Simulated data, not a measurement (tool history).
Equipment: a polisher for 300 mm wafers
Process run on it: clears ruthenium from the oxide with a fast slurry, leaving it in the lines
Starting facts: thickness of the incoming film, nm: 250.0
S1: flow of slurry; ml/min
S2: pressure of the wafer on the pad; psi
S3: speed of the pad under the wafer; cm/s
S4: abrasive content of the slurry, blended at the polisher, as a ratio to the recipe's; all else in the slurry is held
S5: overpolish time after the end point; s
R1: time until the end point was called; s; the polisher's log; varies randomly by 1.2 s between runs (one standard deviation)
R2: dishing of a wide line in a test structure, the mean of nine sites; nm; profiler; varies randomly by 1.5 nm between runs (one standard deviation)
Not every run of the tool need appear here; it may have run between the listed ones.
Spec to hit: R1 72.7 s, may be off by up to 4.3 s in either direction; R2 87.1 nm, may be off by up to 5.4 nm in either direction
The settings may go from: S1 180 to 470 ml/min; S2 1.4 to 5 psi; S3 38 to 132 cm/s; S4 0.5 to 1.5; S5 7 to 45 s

run  hour   S1   S2  S3  S4  S5      R1      R2
  1     0  300  3.2  84   1  23  80.116  57.564
  2   5.1  300  3.2  84   1  24  83.234  60.211
  3  10.5  300  3.3  84   1  25  80.335  64.162
  4  15.1  300  4.1  84   1  25  62.595  77.703
  5  21.1  300  4.1  84   1  21  63.982   68.04
  6  24.3  300  4.1  92   1  21  58.483  70.857
     29.3  -- slurry blender recalibrated
  7  29.3  300    4  92   1  23  53.639  80.885
  8    34  300  3.8  92   1  24  57.886  80.956
  9  36.6  300  3.7  92   1  25  59.835  85.024
 10  44.8  300  3.6  92   1  26  59.909  85.019

Which of these 5 next moves meets every target?
  A    53  305  3.6  96  1.05  25   ?   ?
  B    53  355  3.6  80  0.85  32   ?   ?
  C    53  270  3.4  82   0.7  37   ?   ?
  D    53  285  2.9  86  0.95  37   ?   ?
  E    53  280  3.9  98  1.05  22   ?   ?

move      R1      R2
   A   54.63  85.942
   B  71.168  84.726
   C  83.179  83.987
   D  78.959  87.601
   E  49.902  83.378
A: its largest miss is bigger than the last run's
B: hits every target within its allowed miss
C: pushes the last run's worst result past its target
D: pushes the last run's worst result past its target
E: its largest miss is bigger than the last run's
So the answer is move B, the one that meets all the targets.

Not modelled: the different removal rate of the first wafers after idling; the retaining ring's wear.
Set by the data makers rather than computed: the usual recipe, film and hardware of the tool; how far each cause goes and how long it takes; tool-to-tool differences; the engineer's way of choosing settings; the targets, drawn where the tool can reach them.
